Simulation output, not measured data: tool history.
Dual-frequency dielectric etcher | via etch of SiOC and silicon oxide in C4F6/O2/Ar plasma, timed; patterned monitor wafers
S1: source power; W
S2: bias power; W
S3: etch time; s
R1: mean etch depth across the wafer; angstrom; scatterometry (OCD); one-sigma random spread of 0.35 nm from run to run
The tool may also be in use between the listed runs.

run,hour,S1,S2,S3,R1
1,0,310,195,73,845.86
2,0.7,310,195,76.5,887.2
3,9.7,350,204,76.5,935.89
4,12,380,218,76.5,991.19
5,15.9,410,218,76.5,1020.4
6,21.3,360,218,76.5,977.6
7,21.9,380,224,76.5,1015.2
8,29.1,400,226,76.5,1029.9

What will run 9 give?
9,35.3,410,228,76.5,?

Run 9 measured R1 1038.8 angstrom.
